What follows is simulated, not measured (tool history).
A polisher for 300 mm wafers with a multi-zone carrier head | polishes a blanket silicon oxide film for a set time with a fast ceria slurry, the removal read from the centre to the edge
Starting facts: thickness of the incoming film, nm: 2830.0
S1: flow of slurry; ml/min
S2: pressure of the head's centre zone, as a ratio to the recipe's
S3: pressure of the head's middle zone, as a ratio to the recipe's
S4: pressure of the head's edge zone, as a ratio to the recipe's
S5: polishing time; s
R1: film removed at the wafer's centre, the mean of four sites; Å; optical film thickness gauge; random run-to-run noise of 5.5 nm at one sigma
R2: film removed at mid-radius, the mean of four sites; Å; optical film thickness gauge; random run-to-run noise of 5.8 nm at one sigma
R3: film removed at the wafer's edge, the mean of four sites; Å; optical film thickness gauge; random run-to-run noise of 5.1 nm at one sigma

| run | day | S1 | S2 | S3 | S4 | S5 | R1 | R2 | R3 |
|---|---|---|---|---|---|---|---|---|---|
| 1 | 0.000 | 245 | 1.00 | 1.00 | 1.00 | 64 | 8415.7 | 8395.9 | 8214.4 |
| 2 | 0.246 | 245 | 1.00 | 1.00 | 1.00 | 58 | 7529.6 | 7769.2 | 7511.1 |
| 3 | 0.338 | 245 | 1.00 | 1.00 | 0.94 | 58 | 7605.3 | 7875.8 | 7322.5 |
| 4 | 0.454 | 240 | 1.00 | 0.97 | 0.92 | 49 | 6348.7 | 6371.9 | 5982.4 |
| 5 | 0.700 | 195 | 1.00 | 0.97 | 0.92 | 49 | 6354.5 | 6246.8 | 5983.3 |
| 6 | 0.983 | 195 | 1.00 | 0.97 | 0.86 | 49 | 6228.7 | 6394.1 | 5852.6 |
| 7 | 1.183 | 195 | 0.97 | 0.91 | 0.86 | 32 | 3887.6 | 3853.2 | 3820.4 |

What will run 8 give?
| 8 | 1.483 | 190 | 0.99 | 0.96 | 0.91 | 32 | ? | ? | ? |

For run 8 the tool returned R1 4116.9 Å, R2 4080.1 Å, R3 3878.4 Å.
